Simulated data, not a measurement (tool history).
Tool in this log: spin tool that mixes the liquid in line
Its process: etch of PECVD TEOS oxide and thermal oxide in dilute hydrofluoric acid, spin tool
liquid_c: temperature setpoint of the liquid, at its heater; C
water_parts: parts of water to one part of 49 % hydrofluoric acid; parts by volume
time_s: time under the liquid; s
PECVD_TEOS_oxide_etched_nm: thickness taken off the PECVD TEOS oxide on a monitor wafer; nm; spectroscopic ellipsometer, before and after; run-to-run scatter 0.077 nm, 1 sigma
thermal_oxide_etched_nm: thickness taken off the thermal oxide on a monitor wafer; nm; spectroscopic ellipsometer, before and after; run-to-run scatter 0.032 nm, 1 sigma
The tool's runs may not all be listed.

{"run": 1, "hour": 0.0, "liquid_c": 23.0, "water_parts": 235, "time_s": 180, "PECVD_TEOS_oxide_etched_nm": 11.441, "thermal_oxide_etched_nm": 2.998}
{"run": 2, "hour": 0.7, "liquid_c": 21.5, "water_parts": 235, "time_s": 180, "PECVD_TEOS_oxide_etched_nm": 10.643, "thermal_oxide_etched_nm": 2.8358}
{"run": 3, "hour": 3.4, "liquid_c": 21.5, "water_parts": 295, "time_s": 180, "PECVD_TEOS_oxide_etched_nm": 8.07, "thermal_oxide_etched_nm": 2.141}
{"run": 4, "hour": 10.5, "liquid_c": 24.5, "water_parts": 285, "time_s": 180, "PECVD_TEOS_oxide_etched_nm": 9.3733, "thermal_oxide_etched_nm": 2.4604}
{"run": 5, "hour": 16.7, "liquid_c": 26.5, "water_parts": 280, "time_s": 180, "PECVD_TEOS_oxide_etched_nm": 10.25, "thermal_oxide_etched_nm": 2.6889}
{"run": 6, "hour": 21.9, "liquid_c": 23.5, "water_parts": 280, "time_s": 180, "PECVD_TEOS_oxide_etched_nm": 9.2149, "thermal_oxide_etched_nm": 2.4355}
{"run": 7, "hour": 30.1, "liquid_c": 26.0, "water_parts": 275, "time_s": 180, "PECVD_TEOS_oxide_etched_nm": 10.387, "thermal_oxide_etched_nm": 2.7012}

Estimate the outcome of run 8 from the log above:
{"run": 8, "hour": 37.4, "liquid_c": 27.0, "water_parts": 270, "time_s": 180, "PECVD_TEOS_oxide_etched_nm": "?", "thermal_oxide_etched_nm": "?"}

{"run 8": {"PECVD_TEOS_oxide_etched_nm": 10.972, "thermal_oxide_etched_nm": 2.9149}}

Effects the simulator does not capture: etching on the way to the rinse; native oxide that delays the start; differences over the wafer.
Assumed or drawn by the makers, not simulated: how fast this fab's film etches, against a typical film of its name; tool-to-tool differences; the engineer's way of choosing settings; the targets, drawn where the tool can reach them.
